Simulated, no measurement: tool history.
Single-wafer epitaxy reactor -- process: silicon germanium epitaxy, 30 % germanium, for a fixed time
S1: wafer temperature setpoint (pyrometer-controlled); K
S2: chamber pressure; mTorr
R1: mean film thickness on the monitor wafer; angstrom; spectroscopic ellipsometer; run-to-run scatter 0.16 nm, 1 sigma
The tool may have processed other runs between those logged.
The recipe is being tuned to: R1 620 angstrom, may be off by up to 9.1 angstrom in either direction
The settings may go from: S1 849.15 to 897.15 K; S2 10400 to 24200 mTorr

| run | hour | S1 | S2 | R1 |
|---|---|---|---|---|
| 1 | 0 | 873.15 | 17300 | 575.36 |
| 2 | 7.7 | 874.15 | 17300 | 585.98 |
| 3 | 13.8 | 875.15 | 17300 | 595.59 |
| 4 | 16.7 | 876.15 | 17300 | 604.91 |
| 5 | 23 | 868.15 | 17300 | 525.5 |
| 6 | 31.2 | 868.15 | 18400 | 536.03 |
| 7 | 31.9 | 870.15 | 18400 | 553.99 |
| 8 | 37.9 | 872.15 | 18400 | 572.09 |
| 9 | 41.9 | 873.15 | 18400 | 584.05 |
| 10 | 49.5 | 874.15 | 18400 | 593.6 |
| 11 | 57.2 | 875.15 | 18400 | 604.89 |

4 next moves are on the table. One of them brings every result within its allowed miss. Which?
| A | 64.9 | 871.15 | 22000 | ? |
| B | 64.9 | 875.15 | 17300 | ? |
| C | 64.9 | 878.15 | 16300 | ? |
| D | 64.9 | 874.15 | 18200 | ? |

| move | R1 |
|---|---|
| A | 591.46 |
| B | 597.77 |
| C | 621.38 |
| D | 594.55 |
A: further off than the last run
B: further off than the last run
C: all results in spec
D: further off than the last run
Correct choice: C, which meets every target

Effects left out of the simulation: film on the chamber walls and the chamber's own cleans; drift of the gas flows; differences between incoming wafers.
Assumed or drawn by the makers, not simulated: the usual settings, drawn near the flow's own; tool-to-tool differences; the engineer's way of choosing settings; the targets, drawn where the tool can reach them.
